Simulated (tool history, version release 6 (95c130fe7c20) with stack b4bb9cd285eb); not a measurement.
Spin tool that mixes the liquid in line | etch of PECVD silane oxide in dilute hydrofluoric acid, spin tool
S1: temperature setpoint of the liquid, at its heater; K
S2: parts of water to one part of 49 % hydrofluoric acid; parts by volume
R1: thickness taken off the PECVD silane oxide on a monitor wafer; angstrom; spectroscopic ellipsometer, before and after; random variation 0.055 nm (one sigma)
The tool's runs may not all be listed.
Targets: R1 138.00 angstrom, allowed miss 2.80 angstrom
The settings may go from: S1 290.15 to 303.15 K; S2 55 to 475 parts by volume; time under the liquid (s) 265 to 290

run 1 hour=0.0 | S1=295.15 S2=265 time_under_the_liquid_(s)=265 | R1=156.38
run 2 hour=0.6 | S1=294.15 S2=265 time_under_the_liquid_(s)=265 | R1=151.00
run 3 hour=8.1 | S1=297.65 S2=265 time_under_the_liquid_(s)=265 | R1=170.74
run 4 hour=10.5 | S1=300.65 S2=265 time_under_the_liquid_(s)=265 | R1=188.74
run 5 hour=12.7 | S1=298.65 S2=265 time_under_the_liquid_(s)=265 | R1=176.00
run 6 hour=15.2 | S1=297.15 S2=265 time_under_the_liquid_(s)=265 | R1=168.00
run 7 hour=18.3 | S1=295.65 S2=265 time_under_the_liquid_(s)=265 | R1=159.39
run 8 hour=18.9 | S1=294.65 S2=265 time_under_the_liquid_(s)=265 | R1=152.88
run 9 hour=20.0 | S1=294.15 S2=265 time_under_the_liquid_(s)=265 | R1=150.09
run 10 hour=24.5 | S1=294.15 S2=265 time_under_the_liquid_(s)=265 | R1=150.41

Which of these 4 next moves meets every target?
run A hour=29.0 | S1=293.15 S2=260 time_under_the_liquid_(s)=285 | R1=?
run B hour=29.0 | S1=293.65 S2=265 time_under_the_liquid_(s)=285 | R1=?
run C hour=29.0 | S1=292.65 S2=250 time_under_the_liquid_(s)=265 | R1=?
run D hour=29.0 | S1=295.65 S2=295 time_under_the_liquid_(s)=265 | R1=?

move=A R1=161.46
move=B R1=160.64
move=C R1=154.66
move=D R1=140.26
A: further off than the last run
B: further off than the last run
C: further off than the last run
D: meets every target
Move D is the one to make.
